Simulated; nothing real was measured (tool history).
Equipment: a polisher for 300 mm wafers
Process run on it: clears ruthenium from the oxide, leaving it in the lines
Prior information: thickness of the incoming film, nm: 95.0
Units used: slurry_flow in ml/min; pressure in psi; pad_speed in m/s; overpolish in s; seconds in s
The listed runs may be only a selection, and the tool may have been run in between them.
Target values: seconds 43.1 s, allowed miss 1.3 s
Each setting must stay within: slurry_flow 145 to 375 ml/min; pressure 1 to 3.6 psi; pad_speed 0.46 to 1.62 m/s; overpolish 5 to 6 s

{"run": 1, "hour": 0.0, "slurry_flow": 240, "pressure": 2.3, "pad_speed": 1.04, "overpolish": 6, "seconds": 73.796}
{"run": 2, "hour": 5.5, "slurry_flow": 240, "pressure": 2.5, "pad_speed": 1.04, "overpolish": 6, "seconds": 67.681}
{"run": 3, "hour": 7.1, "slurry_flow": 240, "pressure": 2.5, "pad_speed": 0.84, "overpolish": 6, "seconds": 84.202}
{"run": 4, "hour": 13.0, "slurry_flow": 240, "pressure": 2.5, "pad_speed": 1.06, "overpolish": 6, "seconds": 66.498}
{"run": 5, "hour": 14.2, "slurry_flow": 240, "pressure": 2.2, "pad_speed": 1.06, "overpolish": 6, "seconds": 75.843}
{"run": 6, "hour": 19.3, "slurry_flow": 240, "pressure": 1.7, "pad_speed": 1.06, "overpolish": 6, "seconds": 96.455}
{"run": 7, "hour": 27.9, "slurry_flow": 240, "pressure": 2.1, "pad_speed": 1.06, "overpolish": 6, "seconds": 79.777}
{"run": 8, "hour": 31.6, "slurry_flow": 240, "pressure": 2.4, "pad_speed": 1.06, "overpolish": 6, "seconds": 69.436}
{"run": 9, "hour": 37.4, "slurry_flow": 240, "pressure": 2.6, "pad_speed": 1.06, "overpolish": 6, "seconds": 64.347}
{"run": 10, "hour": 42.2, "slurry_flow": 255, "pressure": 3.2, "pad_speed": 1.08, "overpolish": 6, "seconds": 51.386}
{"run": 11, "hour": 44.2, "slurry_flow": 255, "pressure": 3.3, "pad_speed": 1.08, "overpolish": 6, "seconds": 50.388}
{"run": 12, "hour": 47.1, "slurry_flow": 255, "pressure": 3.4, "pad_speed": 1.1, "overpolish": 6, "seconds": 47.629}
{"run": 13, "hour": 53.8, "slurry_flow": 255, "pressure": 3.5, "pad_speed": 1.12, "overpolish": 6, "seconds": 45.301}

Pick the move, out of 5, that brings all results within their allowed miss; only one does.
{"run": "A", "hour": 60.5, "slurry_flow": 325, "pressure": 3.5, "pad_speed": 1.04, "overpolish": 5, "seconds": "?"}
{"run": "B", "hour": 60.5, "slurry_flow": 330, "pressure": 3.6, "pad_speed": 1.04, "overpolish": 5, "seconds": "?"}
{"run": "C", "hour": 60.5, "slurry_flow": 265, "pressure": 3.4, "pad_speed": 1.12, "overpolish": 6, "seconds": "?"}
{"run": "D", "hour": 60.5, "slurry_flow": 225, "pressure": 3.4, "pad_speed": 1.14, "overpolish": 6, "seconds": "?"}
{"run": "E", "hour": 60.5, "slurry_flow": 265, "pressure": 3.5, "pad_speed": 1.16, "overpolish": 5, "seconds": "?"}

move=A seconds=47.853
move=B seconds=46.491
move=C seconds=46.669
move=D seconds=46.685
move=E seconds=43.84
A: its largest miss is bigger than the last run's
B: its largest miss is bigger than the last run's
C: its largest miss is bigger than the last run's
D: its largest miss is bigger than the last run's
E: all results in spec
The move that meets every target is E.
